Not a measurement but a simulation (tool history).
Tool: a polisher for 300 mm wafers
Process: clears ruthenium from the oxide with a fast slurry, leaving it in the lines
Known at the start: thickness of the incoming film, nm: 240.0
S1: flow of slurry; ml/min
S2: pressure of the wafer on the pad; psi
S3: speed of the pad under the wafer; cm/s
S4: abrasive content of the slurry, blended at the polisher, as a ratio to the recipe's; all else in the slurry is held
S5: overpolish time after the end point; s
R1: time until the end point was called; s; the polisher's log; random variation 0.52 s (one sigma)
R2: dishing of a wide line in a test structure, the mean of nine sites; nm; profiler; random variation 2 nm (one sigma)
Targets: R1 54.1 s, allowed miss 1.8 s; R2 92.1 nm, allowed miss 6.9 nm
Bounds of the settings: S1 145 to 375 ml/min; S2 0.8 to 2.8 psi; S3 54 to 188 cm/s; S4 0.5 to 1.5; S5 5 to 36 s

Run 1, hour 0: S1 240 ml/min, S2 1.8 psi, S3 120 cm/s, S4 1, S5 18 s. Result: R1 61.34 s, R2 56.814 nm.
Run 2, hour 1.7: S1 240 ml/min, S2 1.9 psi, S3 120 cm/s, S4 1, S5 20 s. Result: R1 57.076 s, R2 64.605 nm.
Run 3, hour 7.1: S1 240 ml/min, S2 1.9 psi, S3 120 cm/s, S4 1, S5 16 s. Result: R1 58.943 s, R2 52.652 nm.
Run 4, hour 10.7: S1 240 ml/min, S2 1.9 psi, S3 120 cm/s, S4 1, S5 19 s. Result: R1 58.816 s, R2 60.503 nm.
Run 5, hour 15.4: S1 240 ml/min, S2 1.9 psi, S3 120 cm/s, S4 1, S5 21 s. Result: R1 58.4 s, R2 65.557 nm.
Run 6, hour 16.1: S1 240 ml/min, S2 1.9 psi, S3 120 cm/s, S4 1.1, S5 21 s. Result: R1 56.595 s, R2 65.337 nm.
Run 7, hour 21.6: S1 240 ml/min, S2 1.9 psi, S3 120 cm/s, S4 1.1, S5 21 s. Result: R1 55.896 s, R2 66.941 nm.
Run 8, hour 22.6: S1 240 ml/min, S2 1.9 psi, S3 120 cm/s, S4 1.1, S5 23 s. Result: R1 55.784 s, R2 73.771 nm.
Run 9, hour 28.6: S1 240 ml/min, S2 1.9 psi, S3 120 cm/s, S4 1.1, S5 24 s. Result: R1 56.732 s, R2 75.764 nm.
Run 10, hour 36.1: S1 240 ml/min, S2 1.9 psi, S3 120 cm/s, S4 1.1, S5 25 s. Result: R1 56.756 s, R2 78.681 nm.
Run 11, hour 43.9: S1 240 ml/min, S2 1.9 psi, S3 120 cm/s, S4 1.1, S5 26 s. Result: R1 56.083 s, R2 77.756 nm.
Run 12, hour 49.9: S1 240 ml/min, S2 1.9 psi, S3 120 cm/s, S4 1.1, S5 27 s. Result: R1 56.645 s, R2 82.302 nm.

4 next moves are on the table. One of them brings every result within its allowed miss. Which?
Run A, hour 55.9: S1 300 ml/min, S2 1.7 psi, S3 124 cm/s, S4 1.45, S5 30 s. Result: R1 ?, R2 ?.
Run B, hour 55.9: S1 255 ml/min, S2 1.8 psi, S3 122 cm/s, S4 1.15, S5 22 s. Result: R1 ?, R2 ?.
Run C, hour 55.9: S1 220 ml/min, S2 1.8 psi, S3 116 cm/s, S4 1.35, S5 27 s. Result: R1 ?, R2 ?.
Run D, hour 55.9: S1 365 ml/min, S2 2.1 psi, S3 102 cm/s, S4 1.2, S5 19 s. Result: R1 ?, R2 ?.

move      R1      R2
   A  54.164  90.687
   B  57.403  68.928
   C  57.919  80.065
   D  56.112  62.449
A: meets every target
B: further off than the last run
C: further off than the last run
D: further off than the last run
The right move is A.
